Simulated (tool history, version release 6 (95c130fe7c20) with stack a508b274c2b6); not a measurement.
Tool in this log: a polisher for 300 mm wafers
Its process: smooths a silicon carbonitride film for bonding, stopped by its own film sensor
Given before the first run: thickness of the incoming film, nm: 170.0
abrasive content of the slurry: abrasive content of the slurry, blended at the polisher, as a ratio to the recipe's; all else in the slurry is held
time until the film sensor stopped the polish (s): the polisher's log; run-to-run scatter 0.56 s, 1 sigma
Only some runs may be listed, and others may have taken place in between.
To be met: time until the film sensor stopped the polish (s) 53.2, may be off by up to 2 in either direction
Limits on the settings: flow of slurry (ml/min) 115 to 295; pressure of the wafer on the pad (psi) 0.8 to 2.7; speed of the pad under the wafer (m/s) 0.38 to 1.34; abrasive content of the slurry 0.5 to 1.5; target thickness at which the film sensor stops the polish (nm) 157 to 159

| run | hour | flow of slurry (ml/min) | pressure of the wafer on the pad (psi) | speed of the pad under the wafer (m/s) | abrasive content of the slurry | target thickness at which the film sensor stops the polish (nm) | time until the film sensor stopped the polish (s) |
|---|---|---|---|---|---|---|---|
| 1 | 0 | 190 | 1.7 | 0.86 | 1 | 157 | 67.757 |
| 2 | 3.6 | 190 | 2 | 0.86 | 1 | 157 | 58.911 |
| 3 | 5.9 | 190 | 2 | 0.66 | 1 | 157 | 72.227 |
| 4 | 12.1 | 190 | 2.2 | 0.66 | 1 | 157 | 65.771 |
| 5 | 19.8 | 215 | 2.2 | 0.66 | 1 | 157 | 63.655 |
| 6 | 28.6 | 215 | 2.2 | 0.66 | 1 | 157 | 63.415 |
| 7 | 33.5 | 220 | 2.3 | 0.66 | 1 | 157 | 62.098 |
| 8 | 39.8 | 220 | 2.4 | 0.66 | 1 | 157 | 59.843 |
| 9 | 42.5 | 220 | 2.5 | 0.66 | 1 | 157 | 56.106 |

Which of these 5 next moves meets every target?
| A | 45.2 | 210 | 2.3 | 0.6 | 1.1 | 157 | ? |
| B | 45.2 | 220 | 2.5 | 0.58 | 1 | 158 | ? |
| C | 45.2 | 225 | 2.6 | 0.64 | 0.95 | 158 | ? |
| D | 45.2 | 220 | 2.6 | 0.54 | 0.95 | 158 | ? |
| E | 45.2 | 215 | 2.6 | 0.56 | 0.95 | 158 | ? |

| move | time until the film sensor stopped the polish (s) |
|---|---|
| A | 63.425 |
| B | 57.685 |
| C | 52.499 |
| D | 60.305 |
| E | 58.741 |
A: further off than the last run
B: further off than the last run
C: hits every target within its allowed miss
D: further off than the last run
E: further off than the last run
Go with C: it meets all targets.

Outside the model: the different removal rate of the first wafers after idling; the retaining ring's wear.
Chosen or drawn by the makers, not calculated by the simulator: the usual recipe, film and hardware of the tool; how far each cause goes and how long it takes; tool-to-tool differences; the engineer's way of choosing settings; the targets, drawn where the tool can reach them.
